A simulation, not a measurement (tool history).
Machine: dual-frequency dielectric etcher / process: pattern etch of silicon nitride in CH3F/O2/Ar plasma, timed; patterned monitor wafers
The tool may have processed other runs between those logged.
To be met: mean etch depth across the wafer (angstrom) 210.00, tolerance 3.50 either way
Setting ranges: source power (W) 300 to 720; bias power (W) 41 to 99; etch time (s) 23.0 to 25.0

run    day  source power (W)  bias power (W)  etch time (s)  mean etch depth across the wafer (angstrom)
  1  0.000               510              70           25.0                                       192.82
  2  0.062               520              70           25.0                                       195.38
  3  0.408               530              70           25.0                                       197.18
  4  0.496               440              70           25.0                                       180.90
  5  0.762               440              70           23.0                                       166.59
  6  1.125               500              70           23.0                                       176.03
  7  1.488               520              70           23.0                                       180.01
  8  1.600               520              70           23.0                                       179.02
  9  1.704               540              70           23.0                                       182.56
 10  1.804               560              70           23.0                                       186.09
 11  2.025               580              70           23.0                                       188.02
 12  2.125               600              71           23.0                                       193.87
 13  2.221               610              71           23.0                                       192.93
 14  2.379               620              71           23.0                                       195.19
 15  2.467               630              71           23.0                                       195.55
 16  2.567               640              71           23.0                                       199.13
 17  2.754               640              71           23.0                                       197.50
 18  2.825               650              71           23.0                                       199.97
 19  3.075               650              71           23.0                                       199.76

Exercise: of the 5 proposed moves below, exactly one satisfies all targets within the stated allowed misses. Which move is it?
  A  3.325               630              73           24.5                                            ?
  B  3.325               710              72           24.5                                            ?
  C  3.325               690              68           24.5                                            ?
  D  3.325               640              76           24.5                                            ?
  E  3.325               720              65           25.0                                            ?

move  mean etch depth across the wafer (angstrom)
   A                                       211.23
   B                                       221.52
   C                                       215.02
   D                                       215.38
   E                                       220.50
A: hits every target within its allowed miss
B: takes the biggest miss from the last run beyond its target
C: takes the biggest miss from the last run beyond its target
D: takes the biggest miss from the last run beyond its target
E: takes the biggest miss from the last run beyond its target
Answer: A
